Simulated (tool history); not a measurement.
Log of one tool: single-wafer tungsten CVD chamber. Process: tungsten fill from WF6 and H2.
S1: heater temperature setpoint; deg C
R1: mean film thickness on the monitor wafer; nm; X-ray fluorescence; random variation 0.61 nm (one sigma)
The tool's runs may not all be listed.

run 1 hour=0 | S1=395 chamber_pressure_(Pa)=4933 deposition_time_(s)=32.3 | R1=95.005
run 2 hour=0.8 | S1=405 chamber_pressure_(Pa)=4933 deposition_time_(s)=32.3 | R1=112.09
run 3 hour=4.3 | S1=404 chamber_pressure_(Pa)=4920 deposition_time_(s)=32.3 | R1=109.05
run 4 hour=12.5 | S1=404 chamber_pressure_(Pa)=5373 deposition_time_(s)=32.3 | R1=115.52
run 5 hour=18.9 | S1=404 chamber_pressure_(Pa)=5880 deposition_time_(s)=32.3 | R1=119.99
run 6 hour=21.8 | S1=402 chamber_pressure_(Pa)=5866 deposition_time_(s)=32.3 | R1=116.86
run 7 hour=23 | S1=400 chamber_pressure_(Pa)=5853 deposition_time_(s)=32.3 | R1=112.31
run 8 hour=27.9 | S1=399 chamber_pressure_(Pa)=5840 deposition_time_(s)=32.3 | R1=111.77

The next listed run, before its measurement:
run 9 hour=33.8 | S1=398 chamber_pressure_(Pa)=5826 deposition_time_(s)=32.3 | R1=?

Run 9 gave R1 109.03 nm.
